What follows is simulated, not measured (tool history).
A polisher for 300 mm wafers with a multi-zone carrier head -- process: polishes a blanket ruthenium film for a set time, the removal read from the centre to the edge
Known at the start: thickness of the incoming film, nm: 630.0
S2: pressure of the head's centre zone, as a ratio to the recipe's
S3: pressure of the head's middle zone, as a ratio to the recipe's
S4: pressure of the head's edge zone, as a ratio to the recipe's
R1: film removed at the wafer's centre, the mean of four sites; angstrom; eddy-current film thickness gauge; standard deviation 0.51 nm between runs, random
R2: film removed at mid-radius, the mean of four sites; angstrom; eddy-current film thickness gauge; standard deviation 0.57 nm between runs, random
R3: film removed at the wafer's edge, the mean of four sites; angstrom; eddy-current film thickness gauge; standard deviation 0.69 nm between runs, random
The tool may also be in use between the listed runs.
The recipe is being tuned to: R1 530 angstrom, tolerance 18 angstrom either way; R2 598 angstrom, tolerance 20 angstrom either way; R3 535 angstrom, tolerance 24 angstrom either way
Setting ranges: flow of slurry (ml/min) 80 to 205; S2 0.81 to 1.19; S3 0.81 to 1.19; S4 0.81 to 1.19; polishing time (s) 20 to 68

run 1 hour=0 | flow_of_slurry_(ml/min)=135 S2=1 S3=1 S4=1 polishing_time_(s)=44 | R1=435.71 R2=413.09 R3=435.67
run 2 hour=3.7 | flow_of_slurry_(ml/min)=135 S2=1 S3=1 S4=1 polishing_time_(s)=52 | R1=513.85 R2=491.76 R3=531.29
run 3 hour=10.2 | flow_of_slurry_(ml/min)=135 S2=0.94 S3=1 S4=1 polishing_time_(s)=52 | R1=489.54 R2=487.57 R3=528.48
run 4 hour=18.1 | flow_of_slurry_(ml/min)=135 S2=0.91 S3=1 S4=1 polishing_time_(s)=52 | R1=474.58 R2=486.75 R3=523.49
run 5 hour=22.4 | flow_of_slurry_(ml/min)=135 S2=0.91 S3=1 S4=1 polishing_time_(s)=60 | R1=527.55 R2=566.47 R3=591.27
run 6 hour=23.6 | flow_of_slurry_(ml/min)=135 S2=0.91 S3=1 S4=0.91 polishing_time_(s)=60 | R1=545.55 R2=564.51 R3=578.38
run 7 hour=25.5 | flow_of_slurry_(ml/min)=135 S2=0.91 S3=1.02 S4=0.89 polishing_time_(s)=60 | R1=529.91 R2=573.57 R3=569.49
run 8 hour=33.2 | flow_of_slurry_(ml/min)=140 S2=0.92 S3=1.03 S4=0.87 polishing_time_(s)=60 | R1=544.2 R2=580.67 R3=572.15
run 9 hour=40.7 | flow_of_slurry_(ml/min)=140 S2=0.93 S3=1.05 S4=0.86 polishing_time_(s)=60 | R1=546.61 R2=584.74 R3=562.42
run 10 hour=45.5 | flow_of_slurry_(ml/min)=140 S2=0.93 S3=1.06 S4=0.85 polishing_time_(s)=60 | R1=553.35 R2=595.24 R3=563.35
run 11 hour=53.8 | flow_of_slurry_(ml/min)=140 S2=0.93 S3=1.07 S4=0.84 polishing_time_(s)=60 | R1=555.64 R2=601.28 R3=575.81
run 12 hour=58.6 | flow_of_slurry_(ml/min)=145 S2=0.93 S3=1.08 S4=0.83 polishing_time_(s)=59 | R1=550.2 R2=598.26 R3=564.01
run 13 hour=63.4 | flow_of_slurry_(ml/min)=145 S2=0.93 S3=1.09 S4=0.83 polishing_time_(s)=59 | R1=556.1 R2=603.28 R3=550.89

Consider the 5 candidate settings below. Which is the only one whose results all fall within their allowed miss of target?
run A hour=68.2 | flow_of_slurry_(ml/min)=155 S2=0.95 S3=1.1 S4=0.82 polishing_time_(s)=60 | R1=? R2=? R3=?
run B hour=68.2 | flow_of_slurry_(ml/min)=135 S2=0.94 S3=0.99 S4=0.88 polishing_time_(s)=64 | R1=? R2=? R3=?
run C hour=68.2 | flow_of_slurry_(ml/min)=130 S2=0.95 S3=1.15 S4=0.87 polishing_time_(s)=57 | R1=? R2=? R3=?
run D hour=68.2 | flow_of_slurry_(ml/min)=130 S2=0.93 S3=1.04 S4=0.82 polishing_time_(s)=58 | R1=? R2=? R3=?
run E hour=68.2 | flow_of_slurry_(ml/min)=145 S2=0.95 S3=1.06 S4=0.86 polishing_time_(s)=56 | R1=? R2=? R3=?

move=A R1=577.43 R2=632.23 R3=551.36
move=B R1=596.34 R2=605.38 R3=598.08
move=C R1=534.27 R2=609.45 R3=527.1
move=D R1=531.7 R2=569.12 R3=524.5
move=E R1=533.44 R2=566.68 R3=521.5
A: its largest miss is bigger than the last run's
B: its largest miss is bigger than the last run's
C: meets every target
D: brings the last run's worst result on target, with another outside its allowed miss
E: brings the last run's worst result on target, with another outside its allowed miss
Answer: C

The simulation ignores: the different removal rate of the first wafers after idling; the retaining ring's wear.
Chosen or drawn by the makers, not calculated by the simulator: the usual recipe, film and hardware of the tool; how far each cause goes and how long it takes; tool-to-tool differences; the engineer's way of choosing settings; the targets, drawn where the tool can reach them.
